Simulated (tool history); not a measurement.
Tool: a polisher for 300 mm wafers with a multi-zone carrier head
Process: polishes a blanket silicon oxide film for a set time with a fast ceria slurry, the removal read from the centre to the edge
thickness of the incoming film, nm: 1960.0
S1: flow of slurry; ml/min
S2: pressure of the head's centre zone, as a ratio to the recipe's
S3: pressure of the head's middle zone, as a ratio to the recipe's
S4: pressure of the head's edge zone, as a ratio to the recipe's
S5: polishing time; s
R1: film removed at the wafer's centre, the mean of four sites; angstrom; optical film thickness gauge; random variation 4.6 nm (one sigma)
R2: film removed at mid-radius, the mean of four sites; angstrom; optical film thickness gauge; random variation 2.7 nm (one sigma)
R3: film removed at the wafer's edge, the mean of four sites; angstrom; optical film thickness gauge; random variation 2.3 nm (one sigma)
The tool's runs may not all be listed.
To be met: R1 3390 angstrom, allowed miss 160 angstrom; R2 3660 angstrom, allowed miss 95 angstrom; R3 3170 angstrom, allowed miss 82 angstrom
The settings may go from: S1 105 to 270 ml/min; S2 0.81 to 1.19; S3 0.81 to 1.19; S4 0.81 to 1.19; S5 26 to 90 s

run,hour,S1,S2,S3,S4,S5,R1,R2,R3
1,0,175,1,1,1,58,5716,5732.2,5621.3
2,3.8,175,1,1.01,0.98,55,5359.9,5414.6,5256.6
3,8.5,195,1,1.01,0.98,55,5338.7,5545.6,5356.2
4,12,195,1,1.01,1.04,55,5562.6,5557.9,5485.3
5,18.2,195,1,1.01,0.96,55,5459.2,5564.7,5331
6,20.2,190,1,1.02,0.94,52,5182.5,5234,4878.7
7,28.6,185,0.99,1.02,0.92,50,4909.8,4994,4664.8
8,29.8,180,0.98,1.03,0.91,48,4603,4858.1,4512.5

4 next moves are on the table. One of them brings every result within its allowed miss. Which?
A,31,180,1.09,0.92,0.98,70,?,?,?
B,31,120,1.01,1.09,0.81,38,?,?,?
C,31,185,1.19,1.14,0.97,64,?,?,?
D,31,155,1.04,0.88,0.97,70,?,?,?

move,R1,R2,R3
A,7417,6457.2,6775.8
B,3368.2,3695.2,3178.9
C,7458.5,7109.5,6170.7
D,6849.1,6049.6,6610.4
A: further off than the last run
B: meets every target
C: further off than the last run
D: further off than the last run
Move B is the one to make.
